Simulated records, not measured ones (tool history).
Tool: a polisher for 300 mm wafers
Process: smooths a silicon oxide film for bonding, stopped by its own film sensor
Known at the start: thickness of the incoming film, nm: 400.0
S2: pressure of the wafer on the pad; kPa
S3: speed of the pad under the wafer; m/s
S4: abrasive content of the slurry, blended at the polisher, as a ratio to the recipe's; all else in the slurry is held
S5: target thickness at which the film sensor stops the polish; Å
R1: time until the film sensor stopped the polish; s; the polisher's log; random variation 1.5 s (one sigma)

run 1 day=0.000 | flow_of_slurry_(ml/min)=305 S2=11.7 S3=0.72 S4=1.0 S5=3440 | R1=125.910
run 2 day=0.067 | flow_of_slurry_(ml/min)=305 S2=13.1 S3=0.72 S4=1.0 S5=3440 | R1=112.130
run 3 day=0.138 | flow_of_slurry_(ml/min)=305 S2=15.2 S3=0.72 S4=1.0 S5=3440 | R1=96.537
run 4 day=0.275 | flow_of_slurry_(ml/min)=305 S2=15.2 S3=0.72 S4=1.0 S5=3410 | R1=102.860
run 5 day=0.508 | flow_of_slurry_(ml/min)=305 S2=15.2 S3=0.72 S4=0.8 S5=3410 | R1=109.920
run 6 day=0.846 | flow_of_slurry_(ml/min)=305 S2=15.2 S3=0.72 S4=0.6 S5=3410 | R1=117.710
run 7 day=0.917 | flow_of_slurry_(ml/min)=305 S2=13.1 S3=0.72 S4=0.6 S5=3410 | R1=134.470
run 8 day=1.142 | flow_of_slurry_(ml/min)=305 S2=11.7 S3=0.72 S4=0.6 S5=3410 | R1=149.400
run 9 day=1.450 | flow_of_slurry_(ml/min)=305 S2=11.0 S3=0.72 S4=0.6 S5=3410 | R1=159.650

Forecast run 10:
run 10 day=1.733 | flow_of_slurry_(ml/min)=300 S2=9.0 S3=0.72 S4=0.6 S5=3410 | R1=?

R1: 193.250 s

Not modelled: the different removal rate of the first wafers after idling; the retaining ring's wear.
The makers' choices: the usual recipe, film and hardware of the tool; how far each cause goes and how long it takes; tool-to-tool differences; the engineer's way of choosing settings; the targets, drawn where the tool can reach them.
